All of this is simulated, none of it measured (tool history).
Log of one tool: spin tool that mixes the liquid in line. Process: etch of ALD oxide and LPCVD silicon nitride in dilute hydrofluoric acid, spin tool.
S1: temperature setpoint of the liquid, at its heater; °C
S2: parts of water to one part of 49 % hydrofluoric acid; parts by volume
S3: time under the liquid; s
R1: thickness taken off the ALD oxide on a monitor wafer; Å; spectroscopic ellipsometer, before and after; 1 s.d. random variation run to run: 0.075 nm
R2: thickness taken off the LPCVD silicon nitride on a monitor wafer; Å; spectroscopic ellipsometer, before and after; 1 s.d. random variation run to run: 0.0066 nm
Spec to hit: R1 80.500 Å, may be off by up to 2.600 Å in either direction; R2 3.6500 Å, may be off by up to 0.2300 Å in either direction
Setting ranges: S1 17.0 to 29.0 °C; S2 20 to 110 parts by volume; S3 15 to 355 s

{"run": 1, "hour": 0.0, "S1": 21.0, "S2": 60, "S3": 180, "R1": 280.71, "R2": 13.617}
{"run": 2, "hour": 5.7, "S1": 18.5, "S2": 60, "S3": 180, "R1": 253.89, "R2": 11.396}
{"run": 3, "hour": 12.5, "S1": 18.0, "S2": 75, "S3": 170, "R1": 183.34, "R2": 8.6354}
{"run": 4, "hour": 17.3, "S1": 18.0, "S2": 60, "S3": 170, "R1": 231.62, "R2": 10.633}
{"run": 5, "hour": 21.1, "S1": 17.5, "S2": 75, "S3": 155, "R1": 164.38, "R2": 7.4969}
{"run": 6, "hour": 23.0, "S1": 17.5, "S2": 85, "S3": 145, "R1": 136.08, "R2": 6.2262}
{"run": 7, "hour": 29.5, "S1": 17.5, "S2": 85, "S3": 145, "R1": 135.97, "R2": 5.9974}
{"run": 8, "hour": 30.1, "S1": 18.0, "S2": 90, "S3": 135, "R1": 121.07, "R2": 5.5167}
{"run": 9, "hour": 31.8, "S1": 18.0, "S2": 95, "S3": 130, "R1": 108.65, "R2": 5.0011}
{"run": 10, "hour": 38.8, "S1": 17.5, "S2": 100, "S3": 130, "R1": 101.4, "R2": 4.6794}
{"run": 11, "hour": 39.9, "S1": 17.5, "S2": 105, "S3": 125, "R1": 92.533, "R2": 4.2671}
{"run": 12, "hour": 46.4, "S1": 17.5, "S2": 105, "S3": 120, "R1": 88.895, "R2": 4.1084}

5 candidate next runs follow, results not yet known. Just one meets every target within its allowed miss. Identify it.
{"run": "A", "hour": 52.9, "S1": 17.0, "S2": 110, "S3": 130, "R1": "?", "R2": "?"}
{"run": "B", "hour": 52.9, "S1": 17.0, "S2": 85, "S3": 110, "R1": "?", "R2": "?"}
{"run": "C", "hour": 52.9, "S1": 17.0, "S2": 95, "S3": 100, "R1": "?", "R2": "?"}
{"run": "D", "hour": 52.9, "S1": 21.5, "S2": 95, "S3": 85, "R1": "?", "R2": "?"}
{"run": "E", "hour": 52.9, "S1": 22.5, "S2": 110, "S3": 95, "R1": "?", "R2": "?"}

move=A R1=88.310 R2=4.2125
move=B R1=99.258 R2=4.5755
move=C R1=79.888 R2=3.7345
move=D R1=81.841 R2=4.3230
move=E R1=80.816 R2=4.4736
A: nearer than the last run, and not there yet
B: misses by more than the last run did
C: all results land within tolerance of their targets
D: meets the target for the result that was furthest off, but another lies outside its allowed miss
E: meets the target for the result that was furthest off, but another lies outside its allowed miss
C meets every target.
